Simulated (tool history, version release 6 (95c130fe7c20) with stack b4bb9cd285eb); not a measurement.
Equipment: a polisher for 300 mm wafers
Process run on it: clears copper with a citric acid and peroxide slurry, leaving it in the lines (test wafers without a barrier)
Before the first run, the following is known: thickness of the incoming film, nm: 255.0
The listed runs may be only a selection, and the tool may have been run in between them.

run,hour,flow of slurry (ml/min),pressure of the wafer on the pad (psi),speed of the pad under the wafer (m/s),abrasive content of the slurry,overpolish time after the end point (s),time until the end point was called (s),dishing of a wide line in a test structure (Å)
1,0.0,145,3.1,0.86,1.0,15,146.55,239.03
2,5.4,145,3.1,0.86,0.8,15,154.71,223.51
3,13.6,145,3.8,0.86,0.8,15,131.12,259.75
4,20.1,145,3.9,0.86,0.8,17,130.36,304.23
5,27.9,130,3.9,0.86,0.8,17,129.06,285.54
6,31.0,130,3.6,0.86,0.8,17,138.84,279.50
7,39.7,130,3.8,0.86,0.8,18,132.34,309.25
8,48.4,130,3.9,0.86,0.8,19,132.34,339.48
9,54.1,135,4.0,0.86,0.8,20,129.33,366.22
# hour 61.7: head pressure recalibrated
10,61.7,135,4.1,0.86,0.8,21,134.07,362.65

For run 11, what comes out?
11,65.1,135,4.3,0.86,0.8,22,?,?

Run 11 measured time until the end point was called (s) 127.81, dishing of a wide line in a test structure (Å) 383.96.
